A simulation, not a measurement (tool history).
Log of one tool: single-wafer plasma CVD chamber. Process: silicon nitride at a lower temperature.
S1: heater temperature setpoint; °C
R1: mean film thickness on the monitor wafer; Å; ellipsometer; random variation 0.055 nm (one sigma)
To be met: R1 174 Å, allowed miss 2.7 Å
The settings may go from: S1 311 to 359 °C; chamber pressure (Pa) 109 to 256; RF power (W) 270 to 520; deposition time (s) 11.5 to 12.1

run 1 day=0 | S1=335 chamber_pressure_(Pa)=183 RF_power_(W)=395 deposition_time_(s)=12.1 | R1=159.55
run 2 day=0.046 | S1=335 chamber_pressure_(Pa)=192 RF_power_(W)=395 deposition_time_(s)=12.1 | R1=161.43
run 3 day=0.333 | S1=328 chamber_pressure_(Pa)=192 RF_power_(W)=395 deposition_time_(s)=12.1 | R1=162.88
run 4 day=0.383 | S1=322 chamber_pressure_(Pa)=192 RF_power_(W)=395 deposition_time_(s)=12.1 | R1=162.53
run 5 day=0.658 | S1=316 chamber_pressure_(Pa)=192 RF_power_(W)=395 deposition_time_(s)=12.1 | R1=162.94
run 6 day=1.033 | S1=316 chamber_pressure_(Pa)=221 RF_power_(W)=395 deposition_time_(s)=12.1 | R1=168.97
run 7 day=1.067 | S1=316 chamber_pressure_(Pa)=224 RF_power_(W)=395 deposition_time_(s)=12.1 | R1=171
run 8 day=1.092 | S1=316 chamber_pressure_(Pa)=225 RF_power_(W)=395 deposition_time_(s)=12.1 | R1=170.11

Which of these 5 next moves meets every target?
run A day=1.117 | S1=320 chamber_pressure_(Pa)=216 RF_power_(W)=380 deposition_time_(s)=12.1 | R1=?
run B day=1.117 | S1=315 chamber_pressure_(Pa)=240 RF_power_(W)=375 deposition_time_(s)=11.7 | R1=?
run C day=1.117 | S1=311 chamber_pressure_(Pa)=235 RF_power_(W)=430 deposition_time_(s)=11.7 | R1=?
run D day=1.117 | S1=318 chamber_pressure_(Pa)=236 RF_power_(W)=375 deposition_time_(s)=12 | R1=?
run E day=1.117 | S1=312 chamber_pressure_(Pa)=213 RF_power_(W)=385 deposition_time_(s)=12.1 | R1=?

move=A R1=166.16
move=B R1=164.43
move=C R1=174.59
move=D R1=167.72
move=E R1=167.15
A: further off than the last run
B: further off than the last run
C: meets every target
D: further off than the last run
E: further off than the last run
Answer: C
